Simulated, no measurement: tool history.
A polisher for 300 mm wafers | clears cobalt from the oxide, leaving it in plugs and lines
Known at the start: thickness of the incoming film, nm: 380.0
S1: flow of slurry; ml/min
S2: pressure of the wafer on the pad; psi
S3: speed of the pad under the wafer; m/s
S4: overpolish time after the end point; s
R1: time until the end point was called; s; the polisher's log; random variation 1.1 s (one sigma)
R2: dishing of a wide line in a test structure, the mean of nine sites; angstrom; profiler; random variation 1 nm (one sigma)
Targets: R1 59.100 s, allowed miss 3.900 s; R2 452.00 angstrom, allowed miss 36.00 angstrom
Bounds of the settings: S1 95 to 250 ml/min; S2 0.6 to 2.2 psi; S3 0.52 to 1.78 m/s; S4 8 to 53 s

| run | day | S1 | S2 | S3 | S4 | R1 | R2 |
|---|---|---|---|---|---|---|---|
| 1 | 0.000 | 160 | 1.4 | 1.14 | 27 | 95.850 | 421.39 |
| 2 | 0.262 | 160 | 1.2 | 1.14 | 27 | 113.480 | 385.91 |
| 3 | 0.371 | 160 | 1.2 | 1.14 | 38 | 113.640 | 439.01 |
| 4 | 0.500 | 160 | 1.4 | 1.18 | 33 | 92.234 | 432.70 |
| 5 | 0.754 | 160 | 1.5 | 1.20 | 31 | 84.355 | 435.17 |
| 6 | 0.992 | 160 | 1.6 | 1.22 | 30 | 78.084 | 435.36 |
| 7 | 1.342 | 160 | 1.6 | 1.22 | 30 | 78.939 | 460.90 |
| 8 | 1.562 | 160 | 1.7 | 1.24 | 26 | 75.680 | 444.89 |
| 9 | 1.933 | 160 | 1.8 | 1.26 | 23 | 69.285 | 422.10 |
| 10 | 2.025 | 160 | 1.9 | 1.26 | 24 | 66.372 | 437.38 |

5 next moves are on the table. One of them brings every result within its allowed miss. Which?
| A | 2.117 | 155 | 1.7 | 1.24 | 29 | ? | ? |
| B | 2.117 | 165 | 1.8 | 1.42 | 27 | ? | ? |
| C | 2.117 | 135 | 2.2 | 1.48 | 22 | ? | ? |
| D | 2.117 | 200 | 2.0 | 1.46 | 25 | ? | ? |
| E | 2.117 | 160 | 2.2 | 1.42 | 24 | ? | ? |

| move | R1 | R2 |
|---|---|---|
| A | 74.083 | 431.49 |
| B | 60.743 | 436.27 |
| C | 49.905 | 434.92 |
| D | 51.801 | 438.44 |
| E | 50.253 | 437.84 |
A: further off than the last run
B: meets every target
C: takes the result that was furthest off past its target
D: takes the result that was furthest off past its target
E: takes the result that was furthest off past its target
Answer: B
